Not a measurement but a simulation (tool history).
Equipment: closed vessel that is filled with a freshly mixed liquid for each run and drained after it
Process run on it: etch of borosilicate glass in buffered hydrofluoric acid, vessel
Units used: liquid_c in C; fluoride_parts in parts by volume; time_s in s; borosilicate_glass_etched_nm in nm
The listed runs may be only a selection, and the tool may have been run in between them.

run,hour,liquid_c,fluoride_parts,time_s,borosilicate_glass_etched_nm
1,0.0,20.0,17,105,65.667
2,5.4,17.0,17,105,55.908
3,8.4,17.0,17,110,59.200
4,14.9,17.0,17,110,58.627
5,17.4,17.0,17,105,56.060
6,21.9,17.0,17,105,56.603
7,28.4,19.0,17,105,62.521

The next listed run, before its measurement:
8,30.7,20.5,17,105,?

borosilicate_glass_etched_nm: 67.498 nm
